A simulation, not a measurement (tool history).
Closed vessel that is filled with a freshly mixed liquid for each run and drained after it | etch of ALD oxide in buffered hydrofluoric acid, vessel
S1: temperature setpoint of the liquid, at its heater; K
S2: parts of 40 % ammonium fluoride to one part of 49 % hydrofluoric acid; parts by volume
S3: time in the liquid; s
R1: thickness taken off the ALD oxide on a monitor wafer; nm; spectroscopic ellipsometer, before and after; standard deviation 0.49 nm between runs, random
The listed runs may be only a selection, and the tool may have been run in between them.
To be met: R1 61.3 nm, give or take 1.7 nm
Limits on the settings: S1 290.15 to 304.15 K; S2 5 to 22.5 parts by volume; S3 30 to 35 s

| run | hour | S1 | S2 | S3 | R1 |
|---|---|---|---|---|---|
| 1 | 0 | 296.15 | 13.5 | 35 | 95.214 |
| 2 | 6.4 | 295.65 | 13.5 | 35 | 92.614 |
| 3 | 12.1 | 295.65 | 15 | 35 | 83.634 |
| 4 | 16.5 | 295.65 | 11.5 | 35 | 108.3 |
| 5 | 21.2 | 295.65 | 11.5 | 35 | 107.6 |
| 6 | 25.8 | 295.15 | 12 | 35 | 100.71 |
| 7 | 34.8 | 294.65 | 12.5 | 35 | 92.805 |
| 8 | 42 | 294.15 | 12.5 | 35 | 91.496 |
| 9 | 44.2 | 293.65 | 12.5 | 35 | 88.098 |
| 10 | 52.9 | 293.65 | 12.5 | 35 | 89.998 |
| 11 | 60.7 | 293.15 | 13 | 35 | 82.36 |
| 12 | 65.8 | 292.65 | 13 | 35 | 81.936 |
| 13 | 66.7 | 291.15 | 14.5 | 35 | 66.467 |
| 14 | 71.8 | 290.65 | 14.5 | 35 | 64.994 |

Of the 5 settings listed for the next run, only one would bring every result within its allowed miss of target. Which one?
| A | 76.9 | 290.15 | 13 | 35 | ? |
| B | 76.9 | 293.65 | 17 | 35 | ? |
| C | 76.9 | 290.15 | 11.5 | 30 | ? |
| D | 76.9 | 290.15 | 13.5 | 35 | ? |
| E | 76.9 | 293.65 | 18 | 35 | ? |

| move | R1 |
|---|---|
| A | 69.174 |
| B | 64.755 |
| C | 66.856 |
| D | 66.659 |
| E | 61.205 |
A: moves away from the targets compared with the last run
B: an improvement on the last run, though not all results are within tolerance
C: moves away from the targets compared with the last run
D: moves away from the targets compared with the last run
E: all results in spec
Move E is the one to make.

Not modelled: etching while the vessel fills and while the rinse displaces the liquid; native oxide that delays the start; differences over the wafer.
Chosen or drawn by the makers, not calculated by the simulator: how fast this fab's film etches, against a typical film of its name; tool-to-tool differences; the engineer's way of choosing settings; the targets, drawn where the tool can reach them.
